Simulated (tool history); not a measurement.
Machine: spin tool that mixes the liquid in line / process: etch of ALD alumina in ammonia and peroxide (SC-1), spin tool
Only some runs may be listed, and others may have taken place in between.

run  hour  temperature setpoint of the liquid (C)  parts of 29 % ammonia solution to one part of 30 % peroxide (parts by volume)  time under the liquid (s)  thickness taken off the ALD alumina on a monitor wafer (angstrom)
  1     0                                      57                                                                           0.95                        280                                                             170.54
  2   5.1                                    53.5                                                                           0.95                        280                                                             141.15
  3   8.3                                      51                                                                           0.95                        280                                                             123.32
  4  13.5                                    55.5                                                                           0.95                        280                                                             152.48
  5  16.2                                    52.5                                                                           0.95                        280                                                             132.65
  6  19.3                                    50.5                                                                           0.95                        280                                                             117.95
  7  26.5                                      49                                                                           0.95                        280                                                             108.53
  8  32.9                                      48                                                                           0.95                        280                                                             103.25

Run 9 comes next. What will it give?
  9  35.6                                    47.5                                                                           0.95                        280                                                                  ?

thickness taken off the ALD alumina on a monitor wafer (angstrom): 100.69

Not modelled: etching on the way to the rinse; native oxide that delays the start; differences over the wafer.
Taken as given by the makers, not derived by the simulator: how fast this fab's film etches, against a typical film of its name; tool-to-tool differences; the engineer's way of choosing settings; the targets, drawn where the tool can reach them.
